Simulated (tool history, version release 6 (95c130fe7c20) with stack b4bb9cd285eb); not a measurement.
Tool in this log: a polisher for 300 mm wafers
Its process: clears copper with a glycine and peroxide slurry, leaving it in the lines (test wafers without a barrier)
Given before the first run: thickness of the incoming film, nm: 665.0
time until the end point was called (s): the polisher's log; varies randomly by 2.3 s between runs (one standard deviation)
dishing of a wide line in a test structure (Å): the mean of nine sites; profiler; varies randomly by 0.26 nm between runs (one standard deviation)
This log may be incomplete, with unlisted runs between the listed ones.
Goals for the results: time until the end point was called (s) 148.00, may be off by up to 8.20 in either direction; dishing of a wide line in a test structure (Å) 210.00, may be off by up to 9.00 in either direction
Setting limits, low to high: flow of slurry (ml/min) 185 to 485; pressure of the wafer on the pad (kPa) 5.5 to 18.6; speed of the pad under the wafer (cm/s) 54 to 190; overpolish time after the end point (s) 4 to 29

run	hour	flow of slurry (ml/min)	pressure of the wafer on the pad (kPa)	speed of the pad under the wafer (cm/s)	overpolish time after the end point (s)	time until the end point was called (s)	dishing of a wide line in a test structure (Å)
1	0.0	310	11.7	122	15	128.48	459.84
2	3.6	310	11.7	122	13	127.49	411.28
3	9.0	310	11.0	122	12	138.03	368.94
4	15.9	250	11.0	122	12	138.98	353.50
5	19.1	250	11.0	122	16	135.72	467.42
6	26.2	250	11.0	120	14	140.66	409.27
7	26.9	255	11.0	122	12	136.50	358.35
8	33.6	255	11.0	122	11	140.49	333.48
9	37.8	250	9.7	134	4	145.92	125.97
10	42.5	250	10.3	128	4	142.73	130.55
11	47.9	250	11.0	122	4	139.92	129.09
12	50.9	250	11.0	124	5	135.23	159.24
13	57.3	250	11.0	120	5	140.12	160.10
14	63.1	245	11.0	108	11	151.19	310.18
15	72.0	245	10.3	114	11	151.39	310.14
16	77.6	245	9.7	120	11	159.02	298.60
17	85.1	240	9.7	124	11	147.33	311.66
18	91.2	240	9.7	122	10	154.99	277.25
19	93.0	240	9.7	124	10	150.45	284.08
20	94.3	240	9.7	122	10	153.26	277.59
21	95.2	240	9.7	122	10	152.39	277.87
22	97.8	235	9.7	126	9	150.75	251.75
23	99.1	235	9.7	124	9	155.62	253.64
24	103.2	235	10.3	122	8	148.44	236.18
25	110.9	235	11.0	116	6	147.26	187.31

Which one of the following 4 next-run settings gets every result inside its allowed miss? There is exactly one.
A	118.6	235	11.7	130	6	?	?
B	118.6	190	12.4	122	6	?	?
C	118.6	245	11.0	112	7	?	?
D	118.6	250	11.7	132	6	?	?

move	time until the end point was called (s)	dishing of a wide line in a test structure (Å)
A	125.00	209.71
B	127.18	206.82
C	146.56	208.89
D	123.06	212.72
A: brings the result that was furthest off to its target, and leaves another outside
B: brings the result that was furthest off to its target, and leaves another outside
C: meets every target
D: brings the result that was furthest off to its target, and leaves another outside
Go with C: it meets all targets.

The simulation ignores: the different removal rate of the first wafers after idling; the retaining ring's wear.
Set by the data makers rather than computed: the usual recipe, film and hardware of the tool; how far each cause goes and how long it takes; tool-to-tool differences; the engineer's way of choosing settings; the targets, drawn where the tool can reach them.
